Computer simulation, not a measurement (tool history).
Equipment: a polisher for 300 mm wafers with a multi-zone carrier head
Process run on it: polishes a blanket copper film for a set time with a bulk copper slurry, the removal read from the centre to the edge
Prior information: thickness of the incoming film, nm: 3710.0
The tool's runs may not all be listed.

run,day,flow of slurry (ml/min),pressure of the head's centre zone,pressure of the head's middle zone,pressure of the head's edge zone,abrasive content of the slurry,polishing time (s),film removed at the wafer's centre (Å),film removed at mid-radius (Å),film removed at the wafer's edge (Å)
1,0.000,285,1.00,1.00,1.00,1.00,52,3813.4,3766.4,3752.9
2,0.358,265,0.94,0.98,0.95,0.85,50,3322.5,3441.7,3386.5
3,0.575,245,0.90,0.97,0.93,0.75,48,2966.7,3148.0,3144.7
4,0.833,290,0.90,0.97,0.93,0.75,48,3021.2,3227.4,3187.9
5,1.012,270,0.87,0.97,0.91,0.65,47,2755.7,3082.3,2998.1
6,1.292,250,0.85,0.95,0.89,0.60,47,2629.1,2929.8,2924.6

Run 7, settings as shown, results not yet in. Your forecast:
7,1.417,235,0.84,0.95,0.86,0.55,47,?,?,?

Run 7 came out at film removed at the wafer's centre (Å) 2547.7, film removed at mid-radius (Å) 2903.3, film removed at the wafer's edge (Å) 2821.5.
